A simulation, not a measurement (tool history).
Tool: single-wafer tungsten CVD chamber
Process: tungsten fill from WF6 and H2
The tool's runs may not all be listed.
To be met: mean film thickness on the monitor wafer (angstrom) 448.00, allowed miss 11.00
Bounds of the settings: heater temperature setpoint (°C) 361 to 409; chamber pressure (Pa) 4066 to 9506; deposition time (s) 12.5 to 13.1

run,hour,heater temperature setpoint (°C),chamber pressure (Pa),deposition time (s),mean film thickness on the monitor wafer (angstrom)
1,0.0,385,6786,13.1,359.45
2,9.0,385,6786,12.5,343.14
3,12.0,389,6813,12.5,376.62
4,15.7,391,6826,12.5,387.30
5,20.8,393,6839,12.5,407.65
6,25.9,383,6839,12.5,329.68
7,26.5,387,6879,12.5,359.02
8,30.0,390,6906,12.5,384.96

5 next moves are on the table. One of them brings every result within its allowed miss. Which?
A,33.5,391,7559,13.1,?
B,33.5,378,6853,12.5,?
C,33.5,394,7426,13.1,?
D,33.5,406,5840,13.1,?
E,33.5,380,6746,12.5,?

move,mean film thickness on the monitor wafer (angstrom)
A,428.93
B,299.99
C,452.13
D,516.45
E,311.24
A: nearer than the last run, and not there yet
B: further off than the last run
C: meets every target
D: takes the result that was furthest off past its target
E: further off than the last run
Answer: C
